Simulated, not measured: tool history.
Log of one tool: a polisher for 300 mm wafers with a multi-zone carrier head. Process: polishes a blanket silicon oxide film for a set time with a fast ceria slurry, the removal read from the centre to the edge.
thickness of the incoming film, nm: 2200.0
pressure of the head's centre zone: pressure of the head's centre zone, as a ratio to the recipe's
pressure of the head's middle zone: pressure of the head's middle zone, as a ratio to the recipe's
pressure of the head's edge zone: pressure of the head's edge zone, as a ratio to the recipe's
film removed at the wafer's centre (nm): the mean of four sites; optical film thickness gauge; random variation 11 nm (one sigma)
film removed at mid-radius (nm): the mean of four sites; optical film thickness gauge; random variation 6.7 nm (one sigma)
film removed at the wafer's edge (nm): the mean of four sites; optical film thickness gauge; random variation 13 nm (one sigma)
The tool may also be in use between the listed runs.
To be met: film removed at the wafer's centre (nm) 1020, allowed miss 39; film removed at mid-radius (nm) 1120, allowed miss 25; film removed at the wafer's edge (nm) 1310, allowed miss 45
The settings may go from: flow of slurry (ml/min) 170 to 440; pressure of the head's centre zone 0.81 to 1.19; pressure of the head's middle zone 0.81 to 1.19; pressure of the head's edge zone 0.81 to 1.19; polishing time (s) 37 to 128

run,hour,flow of slurry (ml/min),pressure of the head's centre zone,pressure of the head's middle zone,pressure of the head's edge zone,polishing time (s),film removed at the wafer's centre (nm),film removed at mid-radius (nm),film removed at the wafer's edge (nm)
1,0,280,1,1,1,82,899.32,902.11,901.36
2,5.4,280,1,1.06,1,82,887.74,950.7,896.29
3,9.7,280,1,1.06,0.96,82,901.03,955.1,878.1
4,17.7,280,1,1.06,0.96,67,732.64,771.32,720.09
5,23.9,280,1,0.98,0.96,67,732.61,723.23,713.51
6,31.4,280,1,0.98,1.02,67,730.39,726.65,744.29
7,38.6,275,0.99,0.97,1.04,71,767.24,762.86,797.52
8,41.4,260,0.89,0.93,1.14,94,887.42,957.67,1078.9
# hour 49.6: slurry nozzle cleaned
9,49.6,260,0.89,0.93,1.14,94,944.83,993.69,1109.6
10,56.2,265,0.88,0.93,1.15,95,933.44,1016.6,1133.9
11,59,275,0.88,0.92,1.15,96,962.51,1016.8,1146.5
12,67.4,275,0.87,0.92,1.15,97,953.48,1038.5,1181.8
13,72.7,285,0.87,0.92,1.15,97,953.26,1031,1163.4
14,73.5,295,0.87,0.92,1.15,98,978.71,1047.4,1169.6

4 next moves are on the table. One of them brings every result within its allowed miss. Which?
A,74.3,335,0.99,0.87,1.16,96,?,?,?
B,74.3,225,0.82,0.81,1.19,104,?,?,?
C,74.3,355,1.04,0.99,1.07,85,?,?,?
D,74.3,170,0.87,0.93,1.19,113,?,?,?

move,film removed at the wafer's centre (nm),film removed at mid-radius (nm),film removed at the wafer's edge (nm)
A,1111.3,980.14,1199.9
B,944.64,956.43,1272.5
C,1040.9,971.48,1022.1
D,1031.3,1107.9,1331.1
A: further off than the last run
B: brings the result that was furthest off to its target, and leaves another outside
C: further off than the last run
D: meets every target
Answer: D
